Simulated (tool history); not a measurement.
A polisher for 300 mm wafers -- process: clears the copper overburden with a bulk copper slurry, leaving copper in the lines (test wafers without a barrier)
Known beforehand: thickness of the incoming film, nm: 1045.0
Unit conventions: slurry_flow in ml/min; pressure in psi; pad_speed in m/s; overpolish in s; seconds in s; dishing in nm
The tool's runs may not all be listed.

| run | day | slurry_flow | pressure | pad_speed | slurry_solids | overpolish | seconds | dishing |
|---|---|---|---|---|---|---|---|---|
| 1 | 0.000 | 165 | 2.2 | 1.26 | 1.00 | 13 | 110.81 | 63.834 |
| 2 | 0.300 | 165 | 2.2 | 1.26 | 1.00 | 10 | 108.53 | 54.315 |
| 3 | 0.629 | 165 | 1.7 | 1.26 | 1.00 | 10 | 141.15 | 43.607 |
| 4 | 0.883 | 190 | 1.7 | 1.26 | 1.00 | 10 | 132.67 | 45.680 |
| 5 | 1.058 | 210 | 1.7 | 1.26 | 1.00 | 10 | 133.06 | 44.887 |
| 6 | 1.225 | 210 | 1.7 | 1.26 | 1.00 | 6 | 137.66 | 29.192 |
| 7 | 1.471 | 205 | 1.7 | 1.24 | 1.00 | 8 | 142.21 | 37.179 |

What does the tool deliver on the next run?
| 8 | 1.696 | 165 | 1.9 | 1.16 | 1.05 | 12 | ? | ? |

seconds: 137.58 s
dishing: 51.421 nm

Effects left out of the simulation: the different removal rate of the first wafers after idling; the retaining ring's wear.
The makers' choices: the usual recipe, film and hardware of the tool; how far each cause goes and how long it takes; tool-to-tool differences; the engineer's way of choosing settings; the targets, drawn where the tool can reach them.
